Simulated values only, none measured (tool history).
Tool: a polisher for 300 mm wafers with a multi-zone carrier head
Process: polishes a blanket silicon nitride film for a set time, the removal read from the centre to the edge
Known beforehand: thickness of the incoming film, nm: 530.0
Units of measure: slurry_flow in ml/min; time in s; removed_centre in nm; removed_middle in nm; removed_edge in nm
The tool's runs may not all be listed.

{"run": 1, "day": 0.0, "slurry_flow": 205, "centre_zone": 1.0, "middle_zone": 1.0, "edge_zone": 1.0, "time": 70, "removed_centre": 151.47, "removed_middle": 159.84, "removed_edge": 144.8}
{"run": 2, "day": 0.079, "slurry_flow": 235, "centre_zone": 1.0, "middle_zone": 1.0, "edge_zone": 1.0, "time": 70, "removed_centre": 157.16, "removed_middle": 163.8, "removed_edge": 148.41}
{"run": 3, "day": 0.321, "slurry_flow": 215, "centre_zone": 0.99, "middle_zone": 0.98, "edge_zone": 1.02, "time": 70, "removed_centre": 156.36, "removed_middle": 155.01, "removed_edge": 146.97}
{"run": 4, "day": 0.375, "slurry_flow": 200, "centre_zone": 0.96, "middle_zone": 0.98, "edge_zone": 1.04, "time": 70, "removed_centre": 148.71, "removed_middle": 157.13, "removed_edge": 147.44}
{"run": 5, "day": 0.588, "slurry_flow": 160, "centre_zone": 0.96, "middle_zone": 0.98, "edge_zone": 1.04, "time": 70, "removed_centre": 142.3, "removed_middle": 148.34, "removed_edge": 143.27}
{"day": 0.658, "done": "edge zone pressure recalibrated"}
{"run": 6, "day": 0.658, "slurry_flow": 160, "centre_zone": 0.96, "middle_zone": 0.98, "edge_zone": 1.04, "time": 63, "removed_centre": 127.26, "removed_middle": 133.53, "removed_edge": 138.37}
{"run": 7, "day": 0.817, "slurry_flow": 175, "centre_zone": 0.96, "middle_zone": 0.99, "edge_zone": 1.06, "time": 63, "removed_centre": 131.43, "removed_middle": 136.43, "removed_edge": 139.63}
{"run": 8, "day": 0.858, "slurry_flow": 185, "centre_zone": 0.96, "middle_zone": 1.0, "edge_zone": 1.07, "time": 63, "removed_centre": 134.51, "removed_middle": 138.59, "removed_edge": 141.68}

The next listed run, before its measurement:
{"run": 9, "day": 1.188, "slurry_flow": 220, "centre_zone": 0.94, "middle_zone": 1.05, "edge_zone": 1.1, "time": 63, "removed_centre": "?", "removed_middle": "?", "removed_edge": "?"}

removed_centre: 132.22 nm
removed_middle: 149.96 nm
removed_edge: 147.07 nm
